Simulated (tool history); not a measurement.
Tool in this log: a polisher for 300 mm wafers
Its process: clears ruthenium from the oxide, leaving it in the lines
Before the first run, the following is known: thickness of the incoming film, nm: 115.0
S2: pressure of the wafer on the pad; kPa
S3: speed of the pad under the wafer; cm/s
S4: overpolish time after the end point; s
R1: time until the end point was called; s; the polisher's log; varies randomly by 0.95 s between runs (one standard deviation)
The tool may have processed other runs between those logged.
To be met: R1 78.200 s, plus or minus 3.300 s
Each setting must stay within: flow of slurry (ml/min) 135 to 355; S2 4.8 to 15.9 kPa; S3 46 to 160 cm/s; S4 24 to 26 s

Run 1, hour 0.0: flow of slurry (ml/min) 225, S2 10.3 kPa, S3 102 cm/s, S4 24 s. Result: R1 120.230 s.
Run 2, hour 2.8: flow of slurry (ml/min) 225, S2 11.0 kPa, S3 102 cm/s, S4 24 s. Result: R1 118.400 s.
Run 3, hour 4.0: flow of slurry (ml/min) 225, S2 11.0 kPa, S3 86 cm/s, S4 24 s. Result: R1 136.970 s.
Run 4, hour 5.4: flow of slurry (ml/min) 280, S2 11.0 kPa, S3 86 cm/s, S4 24 s. Result: R1 135.260 s.
Run 5, hour 10.5: flow of slurry (ml/min) 280, S2 11.7 kPa, S3 88 cm/s, S4 24 s. Result: R1 124.840 s.
Run 6, hour 18.3: flow of slurry (ml/min) 280, S2 13.8 kPa, S3 88 cm/s, S4 24 s. Result: R1 114.290 s.
Run 7, hour 18.8: flow of slurry (ml/min) 280, S2 13.8 kPa, S3 92 cm/s, S4 24 s. Result: R1 106.100 s.
Run 8, hour 24.7: flow of slurry (ml/min) 280, S2 13.8 kPa, S3 94 cm/s, S4 24 s. Result: R1 107.230 s.
At hour 26.9: worn pad replaced by a new one.
Run 9, hour 26.9: flow of slurry (ml/min) 280, S2 13.8 kPa, S3 98 cm/s, S4 24 s. Result: R1 95.243 s.
Run 10, hour 35.5: flow of slurry (ml/min) 285, S2 13.8 kPa, S3 98 cm/s, S4 24 s. Result: R1 95.470 s.

Pick the move, out of 5, that brings all results within their allowed miss; only one does.
Run A, hour 44.1: flow of slurry (ml/min) 235, S2 14.5 kPa, S3 116 cm/s, S4 24 s. Result: R1 ?.
Run B, hour 44.1: flow of slurry (ml/min) 255, S2 13.1 kPa, S3 108 cm/s, S4 24 s. Result: R1 ?.
Run C, hour 44.1: flow of slurry (ml/min) 270, S2 13.1 kPa, S3 76 cm/s, S4 24 s. Result: R1 ?.
Run D, hour 44.1: flow of slurry (ml/min) 355, S2 15.9 kPa, S3 72 cm/s, S4 26 s. Result: R1 ?.
Run E, hour 44.1: flow of slurry (ml/min) 265, S2 13.8 kPa, S3 104 cm/s, S4 24 s. Result: R1 ?.

move       R1
   A   79.440
   B   90.637
   C  126.740
   D  114.680
   E   90.537
A: hits every target within its allowed miss
B: closes in on the targets versus the last run, not all within tolerance yet
C: the biggest miss grows against the last run
D: the biggest miss grows against the last run
E: closes in on the targets versus the last run, not all within tolerance yet
A meets every target.
